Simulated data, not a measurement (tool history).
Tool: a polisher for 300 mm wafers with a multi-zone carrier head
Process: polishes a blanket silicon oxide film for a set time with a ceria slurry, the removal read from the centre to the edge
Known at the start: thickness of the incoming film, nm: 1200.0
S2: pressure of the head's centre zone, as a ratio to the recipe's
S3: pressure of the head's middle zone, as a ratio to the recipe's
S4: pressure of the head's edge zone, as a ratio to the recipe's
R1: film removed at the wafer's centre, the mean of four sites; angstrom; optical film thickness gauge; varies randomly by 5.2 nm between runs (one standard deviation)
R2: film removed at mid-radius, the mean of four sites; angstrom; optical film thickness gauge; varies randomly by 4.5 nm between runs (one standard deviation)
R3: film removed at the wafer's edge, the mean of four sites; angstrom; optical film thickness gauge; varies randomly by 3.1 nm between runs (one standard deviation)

run 1 hour=0 | flow_of_slurry_(ml/min)=315 S2=1 S3=1 S4=1 polishing_time_(s)=72 | R1=2483.4 R2=2448.2 R3=2500
run 2 hour=6.9 | flow_of_slurry_(ml/min)=320 S2=1.03 S3=1 S4=1.04 polishing_time_(s)=79 | R1=2741.9 R2=2745 R3=2806.3
run 3 hour=9.9 | flow_of_slurry_(ml/min)=325 S2=1.07 S3=0.97 S4=1.05 polishing_time_(s)=85 | R1=3057.1 R2=2859.3 R3=3017.2
run 4 hour=17.9 | flow_of_slurry_(ml/min)=325 S2=1.14 S3=0.97 S4=1.05 polishing_time_(s)=85 | R1=3290.1 R2=2894.7 R3=3040.7
run 5 hour=21 | flow_of_slurry_(ml/min)=260 S2=1.14 S3=0.97 S4=1.05 polishing_time_(s)=85 | R1=3184.9 R2=2810.7 R3=3015.6
run 6 hour=24.5 | flow_of_slurry_(ml/min)=330 S2=1.14 S3=0.97 S4=1.05 polishing_time_(s)=85 | R1=3307.4 R2=2866.4 R3=3064.7
run 7 hour=29.8 | flow_of_slurry_(ml/min)=340 S2=1.15 S3=0.97 S4=1.08 polishing_time_(s)=89 | R1=3509 R2=3051.8 R3=3213.4
-- hour=34.4 slurry nozzle cleaned
run 8 hour=34.4 | flow_of_slurry_(ml/min)=330 S2=1.15 S3=0.96 S4=1.08 polishing_time_(s)=93 | R1=3805.9 R2=3349.5 R3=3477.7
run 9 hour=39.5 | flow_of_slurry_(ml/min)=325 S2=1.15 S3=0.94 S4=1.1 polishing_time_(s)=95 | R1=3867.6 R2=3263.2 R3=3559.4

Estimate the outcome of run 10 from the log above:
run 10 hour=43 | flow_of_slurry_(ml/min)=320 S2=1.14 S3=0.94 S4=1.11 polishing_time_(s)=97 | R1=? R2=? R3=?

For run 10 the tool returned R1 3881.4 angstrom, R2 3397.3 angstrom, R3 3655.4 angstrom.
